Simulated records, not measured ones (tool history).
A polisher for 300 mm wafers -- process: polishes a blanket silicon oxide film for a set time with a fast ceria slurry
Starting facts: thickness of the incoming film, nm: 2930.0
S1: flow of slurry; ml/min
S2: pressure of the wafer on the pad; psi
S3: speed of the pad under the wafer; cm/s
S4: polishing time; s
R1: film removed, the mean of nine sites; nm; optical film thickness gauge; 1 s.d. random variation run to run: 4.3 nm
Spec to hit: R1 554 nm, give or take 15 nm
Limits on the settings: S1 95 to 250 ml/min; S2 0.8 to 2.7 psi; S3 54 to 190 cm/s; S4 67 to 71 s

Run 1, hour 0: S1 160 ml/min, S2 1.7 psi, S3 122 cm/s, S4 67 s. Result: R1 716.94 nm.
Run 2, hour 3: S1 160 ml/min, S2 1.7 psi, S3 106 cm/s, S4 67 s. Result: R1 628.78 nm.
Run 3, hour 5.5: S1 120 ml/min, S2 1.7 psi, S3 106 cm/s, S4 67 s. Result: R1 592.83 nm.
Run 4, hour 9.9: S1 110 ml/min, S2 1.7 psi, S3 106 cm/s, S4 67 s. Result: R1 569.15 nm.
Run 5, hour 12.1: S1 110 ml/min, S2 1.7 psi, S3 118 cm/s, S4 67 s. Result: R1 634.28 nm.
Run 6, hour 12.7: S1 150 ml/min, S2 1.7 psi, S3 118 cm/s, S4 67 s. Result: R1 691.4 nm.
Run 7, hour 16.6: S1 145 ml/min, S2 1.7 psi, S3 118 cm/s, S4 67 s. Result: R1 677.61 nm.
Run 8, hour 22.7: S1 140 ml/min, S2 1.7 psi, S3 118 cm/s, S4 67 s. Result: R1 669.03 nm.
Run 9, hour 31.7: S1 115 ml/min, S2 1.4 psi, S3 118 cm/s, S4 67 s. Result: R1 535.19 nm.

4 next moves are on the table. One of them brings every result within its allowed miss. Which?
Run A, hour 40.7: S1 225 ml/min, S2 1.6 psi, S3 88 cm/s, S4 71 s. Result: R1 ?.
Run B, hour 40.7: S1 165 ml/min, S2 1.7 psi, S3 102 cm/s, S4 67 s. Result: R1 ?.
Run C, hour 40.7: S1 105 ml/min, S2 1.9 psi, S3 92 cm/s, S4 71 s. Result: R1 ?.
Run D, hour 40.7: S1 110 ml/min, S2 1.3 psi, S3 136 cm/s, S4 69 s. Result: R1 ?.

move      R1
   A  555.84
   B  612.66
   C  591.29
   D  588.63
A: meets every target
B: takes the biggest miss from the last run beyond its target
C: takes the biggest miss from the last run beyond its target
D: takes the biggest miss from the last run beyond its target
A is the move that brings every result within its allowed miss.
